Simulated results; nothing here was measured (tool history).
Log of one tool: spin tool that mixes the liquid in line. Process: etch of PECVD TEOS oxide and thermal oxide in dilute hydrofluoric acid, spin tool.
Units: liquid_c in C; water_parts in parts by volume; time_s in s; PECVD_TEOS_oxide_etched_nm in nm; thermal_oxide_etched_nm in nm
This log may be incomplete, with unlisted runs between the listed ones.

{"run": 1, "day": 0.0, "liquid_c": 23, "water_parts": 135, "time_s": 180, "PECVD_TEOS_oxide_etched_nm": 28.638, "thermal_oxide_etched_nm": 5.8154}
{"run": 2, "day": 0.079, "liquid_c": 22, "water_parts": 140, "time_s": 180, "PECVD_TEOS_oxide_etched_nm": 26.216, "thermal_oxide_etched_nm": 5.3678}
{"run": 3, "day": 0.238, "liquid_c": 19.5, "water_parts": 140, "time_s": 180, "PECVD_TEOS_oxide_etched_nm": 24.121, "thermal_oxide_etched_nm": 4.8265}
{"run": 4, "day": 0.3, "liquid_c": 19, "water_parts": 145, "time_s": 180, "PECVD_TEOS_oxide_etched_nm": 22.201, "thermal_oxide_etched_nm": 4.4903}
{"run": 5, "day": 0.554, "liquid_c": 21, "water_parts": 145, "time_s": 180, "PECVD_TEOS_oxide_etched_nm": 24.209, "thermal_oxide_etched_nm": 4.8233}
{"run": 6, "day": 0.925, "liquid_c": 20.5, "water_parts": 145, "time_s": 180, "PECVD_TEOS_oxide_etched_nm": 24.007, "thermal_oxide_etched_nm": 4.737}
{"run": 7, "day": 1.279, "liquid_c": 20, "water_parts": 145, "time_s": 180, "PECVD_TEOS_oxide_etched_nm": 23.499, "thermal_oxide_etched_nm": 4.6484}

Expected results for the next run?
{"run": 8, "day": 1.638, "liquid_c": 20, "water_parts": 145, "time_s": 180, "PECVD_TEOS_oxide_etched_nm": "?", "thermal_oxide_etched_nm": "?"}

Logged for run 8: PECVD_TEOS_oxide_etched_nm 23.42 nm, thermal_oxide_etched_nm 4.6802 nm.

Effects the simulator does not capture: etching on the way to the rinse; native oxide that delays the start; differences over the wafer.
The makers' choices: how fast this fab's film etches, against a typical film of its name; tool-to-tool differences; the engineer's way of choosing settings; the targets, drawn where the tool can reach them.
